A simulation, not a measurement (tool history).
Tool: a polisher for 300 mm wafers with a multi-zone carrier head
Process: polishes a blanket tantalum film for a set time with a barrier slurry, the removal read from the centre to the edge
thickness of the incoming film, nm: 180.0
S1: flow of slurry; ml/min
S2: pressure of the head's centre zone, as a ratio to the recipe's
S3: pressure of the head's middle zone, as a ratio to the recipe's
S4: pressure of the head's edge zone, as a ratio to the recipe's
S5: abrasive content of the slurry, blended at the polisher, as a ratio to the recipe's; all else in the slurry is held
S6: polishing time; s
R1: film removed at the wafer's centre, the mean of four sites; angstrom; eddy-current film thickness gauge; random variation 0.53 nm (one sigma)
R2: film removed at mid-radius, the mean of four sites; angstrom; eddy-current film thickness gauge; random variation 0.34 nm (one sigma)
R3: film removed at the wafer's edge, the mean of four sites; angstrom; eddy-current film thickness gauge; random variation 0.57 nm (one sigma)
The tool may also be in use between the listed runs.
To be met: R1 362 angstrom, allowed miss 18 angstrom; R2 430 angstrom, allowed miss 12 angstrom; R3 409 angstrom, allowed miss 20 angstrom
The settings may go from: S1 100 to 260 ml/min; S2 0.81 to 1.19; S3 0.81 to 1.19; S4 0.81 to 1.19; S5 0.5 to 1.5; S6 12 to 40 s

run 1 hour=0 | S1=165 S2=1 S3=1 S4=1 S5=1 S6=26 | R1=544.07 R2=550.62 R3=535.62
run 2 hour=2.5 | S1=160 S2=0.98 S3=1 S4=0.98 S5=0.95 S6=26 | R1=528.8 R2=537.25 R3=526.72
run 3 hour=10.5 | S1=190 S2=0.98 S3=1 S4=0.98 S5=0.95 S6=26 | R1=561.65 R2=543.78 R3=548.45
run 4 hour=12.3 | S1=190 S2=0.98 S3=0.93 S4=0.98 S5=0.95 S6=26 | R1=554.95 R2=522.85 R3=533.39
run 5 hour=14.8 | S1=175 S2=0.96 S3=0.94 S4=0.97 S5=0.9 S6=26 | R1=507.29 R2=504.63 R3=517.99
run 6 hour=21.7 | S1=165 S2=0.95 S3=0.95 S4=0.95 S5=0.85 S6=26 | R1=502 R2=495.71 R3=513.63
run 7 hour=23.5 | S1=155 S2=0.94 S3=0.98 S4=0.94 S5=0.8 S6=25 | R1=450.77 R2=475.52 R3=472.23
run 8 hour=28.4 | S1=150 S2=0.93 S3=0.98 S4=0.93 S5=0.8 S6=25 | R1=450.93 R2=478.06 R3=465.67
run 9 hour=37.3 | S1=145 S2=0.92 S3=0.98 S4=0.92 S5=0.8 S6=25 | R1=442.05 R2=466.45 R3=466.67
run 10 hour=38.7 | S1=140 S2=0.91 S3=0.99 S4=0.91 S5=0.75 S6=25 | R1=426.66 R2=458.2 R3=442.57
run 11 hour=44.9 | S1=135 S2=0.9 S3=0.99 S4=0.91 S5=0.75 S6=25 | R1=406.31 R2=458.96 R3=440.59
run 12 hour=48.1 | S1=110 S2=0.86 S3=0.96 S4=0.85 S5=0.65 S6=25 | R1=359.55 R2=407.07 R3=390.92

Which of these 4 next moves meets every target?
run A hour=51.3 | S1=120 S2=0.87 S3=1.04 S4=0.95 S5=0.55 S6=26 | R1=? R2=? R3=?
run B hour=51.3 | S1=105 S2=0.95 S3=0.88 S4=0.81 S5=0.65 S6=27 | R1=? R2=? R3=?
run C hour=51.3 | S1=105 S2=0.86 S3=0.84 S4=0.92 S5=0.75 S6=26 | R1=? R2=? R3=?
run D hour=51.3 | S1=130 S2=0.96 S3=0.98 S4=0.86 S5=0.75 S6=24 | R1=? R2=? R3=?

move=A R1=362.27 R2=422.4 R3=403.66
move=B R1=426.32 R2=397.5 R3=411.11
move=C R1=392.11 R2=389.26 R3=443.05
move=D R1=426.48 R2=427.28 R3=408.68
A: meets every target
B: further off than the last run
C: further off than the last run
D: brings the result that was furthest off to its target, and leaves another outside
Move A is the one to make.
